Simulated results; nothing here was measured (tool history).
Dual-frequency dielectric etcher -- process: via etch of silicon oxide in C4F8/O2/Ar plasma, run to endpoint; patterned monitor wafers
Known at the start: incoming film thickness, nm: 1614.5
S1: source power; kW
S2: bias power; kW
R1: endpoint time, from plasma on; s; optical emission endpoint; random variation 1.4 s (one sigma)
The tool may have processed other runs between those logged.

run 1 hour=0 | S1=1.44 S2=2.012 | R1=316.77
run 2 hour=6.2 | S1=1.4 S2=1.996 | R1=323.03
run 3 hour=9.8 | S1=1.37 S2=1.986 | R1=327.82
run 4 hour=15.8 | S1=1.37 S2=2.134 | R1=313.44
run 5 hour=19.1 | S1=1.33 S2=2.122 | R1=321.98
run 6 hour=23.6 | S1=1.48 S2=2.122 | R1=305.51
run 7 hour=29.6 | S1=1.43 S2=2.11 | R1=311.31
run 8 hour=37.2 | S1=1.39 S2=2.1 | R1=314.77
run 9 hour=46 | S1=1.35 S2=2.09 | R1=319.78
run 10 hour=48.8 | S1=1.35 S2=2.09 | R1=321.6
run 11 hour=57.5 | S1=1.32 S2=2.083 | R1=323.42
run 12 hour=59 | S1=1.29 S2=2.074 | R1=326.15
run 13 hour=61.5 | S1=1.26 S2=2.065 | R1=330.84
run 14 hour=68.2 | S1=1.24 S2=2.059 | R1=334.25

For run 15, what comes out?
run 15 hour=75.7 | S1=1.22 S2=2.054 | R1=?

For run 15 the tool returned R1 334.23 s.
